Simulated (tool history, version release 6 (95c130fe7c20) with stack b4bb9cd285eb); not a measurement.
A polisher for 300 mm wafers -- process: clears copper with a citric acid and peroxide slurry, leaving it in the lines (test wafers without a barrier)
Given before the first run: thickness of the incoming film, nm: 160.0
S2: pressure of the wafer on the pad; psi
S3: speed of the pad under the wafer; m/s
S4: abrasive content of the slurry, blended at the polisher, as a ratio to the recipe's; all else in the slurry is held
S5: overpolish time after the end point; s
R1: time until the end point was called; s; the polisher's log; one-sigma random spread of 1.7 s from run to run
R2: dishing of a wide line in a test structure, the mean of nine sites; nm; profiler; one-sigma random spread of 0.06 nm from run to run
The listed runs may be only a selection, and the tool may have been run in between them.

run 1 day=0.000 | flow_of_slurry_(ml/min)=135 S2=2.6 S3=1.02 S4=1.00 S5=19 | R1=104.640 R2=20.9420
run 2 day=0.212 | flow_of_slurry_(ml/min)=135 S2=2.6 S3=1.16 S4=1.00 S5=19 | R1=93.308 R2=22.7970
run 3 day=0.588 | flow_of_slurry_(ml/min)=135 S2=2.6 S3=1.06 S4=1.00 S5=19 | R1=101.600 R2=20.9520
run 4 day=0.775 | flow_of_slurry_(ml/min)=135 S2=2.6 S3=0.80 S4=1.00 S5=19 | R1=129.370 R2=16.6980
run 5 day=0.875 | flow_of_slurry_(ml/min)=135 S2=2.6 S3=0.80 S4=1.00 S5=15 | R1=131.810 R2=13.5490
run 6 day=0.975 | flow_of_slurry_(ml/min)=115 S2=2.6 S3=0.80 S4=1.00 S5=15 | R1=135.650 R2=12.9260
run 7 day=1.050 | flow_of_slurry_(ml/min)=110 S2=2.5 S3=0.78 S4=1.10 S5=13 | R1=143.130 R2=10.8180
run 8 day=1.179 | flow_of_slurry_(ml/min)=105 S2=2.4 S3=0.78 S4=1.20 S5=12 | R1=148.430 R2=9.7444
run 9 day=1.375 | flow_of_slurry_(ml/min)=100 S2=2.3 S3=0.78 S4=1.25 S5=11 | R1=157.070 R2=8.4707
run 10 day=1.642 | flow_of_slurry_(ml/min)=95 S2=2.2 S3=0.80 S4=1.30 S5=10 | R1=158.740 R2=7.6764

Predict the results of run 11:
run 11 day=1.804 | flow_of_slurry_(ml/min)=90 S2=2.1 S3=0.84 S4=1.35 S5=9 | R1=? R2=?

R1: 159.670 s
R2: 6.7324 nm
